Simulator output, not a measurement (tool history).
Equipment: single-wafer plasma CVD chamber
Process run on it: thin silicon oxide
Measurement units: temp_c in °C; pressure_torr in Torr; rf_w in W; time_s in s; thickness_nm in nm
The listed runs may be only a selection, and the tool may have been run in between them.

{"run": 1, "hour": 0.0, "temp_c": 420, "pressure_torr": 0.573, "rf_w": 360, "time_s": 10.43, "thickness_nm": 13.597}
{"run": 2, "hour": 7.3, "temp_c": 420, "pressure_torr": 0.573, "rf_w": 385, "time_s": 10.43, "thickness_nm": 13.706}
{"run": 3, "hour": 15.5, "temp_c": 420, "pressure_torr": 0.6, "rf_w": 385, "time_s": 10.44, "thickness_nm": 14.529}
{"run": 4, "hour": 19.0, "temp_c": 420, "pressure_torr": 0.619, "rf_w": 385, "time_s": 10.44, "thickness_nm": 14.852}
{"run": 5, "hour": 27.3, "temp_c": 420, "pressure_torr": 0.638, "rf_w": 385, "time_s": 10.45, "thickness_nm": 15.289}
{"run": 6, "hour": 29.9, "temp_c": 420, "pressure_torr": 0.653, "rf_w": 385, "time_s": 10.45, "thickness_nm": 15.532}
{"run": 7, "hour": 32.3, "temp_c": 420, "pressure_torr": 0.653, "rf_w": 385, "time_s": 10.45, "thickness_nm": 15.668}
{"run": 8, "hour": 39.3, "temp_c": 420, "pressure_torr": 0.665, "rf_w": 385, "time_s": 10.45, "thickness_nm": 15.941}
{"run": 9, "hour": 40.8, "temp_c": 420, "pressure_torr": 0.674, "rf_w": 385, "time_s": 10.45, "thickness_nm": 16.246}

Predict the results of run 10:
{"run": 10, "hour": 42.6, "temp_c": 420, "pressure_torr": 0.68, "rf_w": 385, "time_s": 10.45, "thickness_nm": "?"}

Run 10 gave thickness_nm 16.203 nm.

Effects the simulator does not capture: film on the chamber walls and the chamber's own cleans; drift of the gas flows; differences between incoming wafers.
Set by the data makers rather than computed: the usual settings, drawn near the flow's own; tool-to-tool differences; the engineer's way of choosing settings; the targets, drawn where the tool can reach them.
